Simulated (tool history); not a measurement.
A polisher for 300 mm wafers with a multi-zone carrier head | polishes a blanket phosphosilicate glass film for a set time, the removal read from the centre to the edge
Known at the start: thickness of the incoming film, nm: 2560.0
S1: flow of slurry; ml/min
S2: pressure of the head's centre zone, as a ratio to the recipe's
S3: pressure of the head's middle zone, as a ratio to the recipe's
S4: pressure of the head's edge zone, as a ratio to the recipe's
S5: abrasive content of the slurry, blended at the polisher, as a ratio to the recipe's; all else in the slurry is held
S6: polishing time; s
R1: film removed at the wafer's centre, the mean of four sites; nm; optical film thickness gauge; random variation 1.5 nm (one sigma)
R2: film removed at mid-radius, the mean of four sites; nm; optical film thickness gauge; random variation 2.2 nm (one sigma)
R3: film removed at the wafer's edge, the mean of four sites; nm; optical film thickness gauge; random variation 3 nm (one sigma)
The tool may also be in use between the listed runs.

| run | hour | S1 | S2 | S3 | S4 | S5 | S6 | R1 | R2 | R3 |
|---|---|---|---|---|---|---|---|---|---|---|
| 1 | 0 | 145 | 1 | 1 | 1 | 1 | 71 | 420.44 | 409.42 | 420.47 |
| 2 | 2.5 | 125 | 1 | 1 | 1 | 1 | 71 | 403.63 | 407.65 | 413.93 |
| 3 | 11 | 125 | 0.99 | 0.99 | 0.99 | 0.95 | 68 | 372.45 | 361.02 | 374.92 |
| 4 | 17.7 | 125 | 0.99 | 0.99 | 1.04 | 0.95 | 68 | 373.77 | 363.23 | 378.99 |
| 5 | 22 | 95 | 0.99 | 0.99 | 1.04 | 0.95 | 68 | 337.74 | 338.69 | 361.35 |
| 6 | 24.8 | 115 | 0.99 | 0.99 | 1.04 | 0.95 | 68 | 360.32 | 356.48 | 388.74 |
| 7 | 26.7 | 110 | 0.97 | 0.99 | 1.02 | 0.9 | 67 | 327.6 | 334.09 | 348.12 |

The next listed run, before its measurement:
| 8 | 27.3 | 110 | 0.96 | 0.98 | 1 | 0.85 | 67 | ? | ? | ? |

{"run 8": {"R1": 317.43, "R2": 318.28, "R3": 338.31}}
